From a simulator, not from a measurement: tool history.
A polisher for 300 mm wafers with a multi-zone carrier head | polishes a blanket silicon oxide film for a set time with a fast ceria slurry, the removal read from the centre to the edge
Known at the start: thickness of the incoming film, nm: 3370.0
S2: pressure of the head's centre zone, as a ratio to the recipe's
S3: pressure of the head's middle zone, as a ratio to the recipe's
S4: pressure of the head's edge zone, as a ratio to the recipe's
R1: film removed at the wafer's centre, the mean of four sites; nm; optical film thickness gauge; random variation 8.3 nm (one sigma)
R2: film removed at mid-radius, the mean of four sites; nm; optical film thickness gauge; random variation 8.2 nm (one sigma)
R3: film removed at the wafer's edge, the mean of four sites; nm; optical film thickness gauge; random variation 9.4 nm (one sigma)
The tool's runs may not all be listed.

run 1 hour=0.0 | flow_of_slurry_(ml/min)=200 S2=1.00 S3=1.00 S4=1.00 polishing_time_(s)=83 | R1=1093.20 R2=1129.2 R3=1103.7
run 2 hour=4.3 | flow_of_slurry_(ml/min)=195 S2=0.98 S3=1.00 S4=0.97 polishing_time_(s)=81 | R1=1047.80 R2=1108.6 R3=1059.8
run 3 hour=5.3 | flow_of_slurry_(ml/min)=195 S2=0.98 S3=1.00 S4=1.04 polishing_time_(s)=81 | R1=1043.60 R2=1106.4 R3=1099.3
run 4 hour=10.8 | flow_of_slurry_(ml/min)=190 S2=0.97 S3=1.00 S4=1.00 polishing_time_(s)=79 | R1=1011.90 R2=1068.8 R3=1039.8
run 5 hour=18.3 | flow_of_slurry_(ml/min)=185 S2=0.95 S3=1.00 S4=0.97 polishing_time_(s)=78 | R1=976.78 R2=1048.1 R3=1022.7
run 6 hour=21.4 | flow_of_slurry_(ml/min)=185 S2=0.95 S3=1.00 S4=0.97 polishing_time_(s)=91 | R1=1140.70 R2=1234.2 R3=1185.7

The next listed run, before its measurement:
run 7 hour=25.5 | flow_of_slurry_(ml/min)=185 S2=0.94 S3=1.01 S4=0.94 polishing_time_(s)=87 | R1=? R2=? R3=?

{"run 7": {"R1": 1061.1, "R2": 1175.9, "R3": 1129.8}}
